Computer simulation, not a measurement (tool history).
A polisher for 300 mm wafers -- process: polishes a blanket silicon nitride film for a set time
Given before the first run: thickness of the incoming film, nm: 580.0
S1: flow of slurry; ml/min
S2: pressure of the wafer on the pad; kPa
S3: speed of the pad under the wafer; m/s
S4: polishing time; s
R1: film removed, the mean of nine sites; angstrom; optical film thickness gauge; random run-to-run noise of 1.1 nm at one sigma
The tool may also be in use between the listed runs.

{"run": 1, "day": 0.0, "S1": 160, "S2": 27.6, "S3": 1.38, "S4": 58, "R1": 1219.8}
{"run": 2, "day": 0.133, "S1": 160, "S2": 25.5, "S3": 1.38, "S4": 58, "R1": 1145.8}
{"run": 3, "day": 0.367, "S1": 145, "S2": 25.5, "S3": 1.38, "S4": 58, "R1": 1125.6}
{"run": 4, "day": 0.708, "S1": 130, "S2": 25.5, "S3": 1.38, "S4": 58, "R1": 1122.8}
{"run": 5, "day": 0.929, "S1": 130, "S2": 25.5, "S3": 1.64, "S4": 58, "R1": 1267.4}
{"run": 6, "day": 1.142, "S1": 130, "S2": 25.5, "S3": 1.64, "S4": 61, "R1": 1366.4}
{"run": 7, "day": 1.5, "S1": 130, "S2": 22.1, "S3": 1.62, "S4": 61, "R1": 1197.0}
{"run": 8, "day": 1.625, "S1": 130, "S2": 20.0, "S3": 1.6, "S4": 61, "R1": 1056.6}

Run 9 is up next; what results do you expect?
{"run": 9, "day": 1.888, "S1": 130, "S2": 18.6, "S3": 1.6, "S4": 61, "R1": "?"}

Run 9 came out at R1 985.05 angstrom.
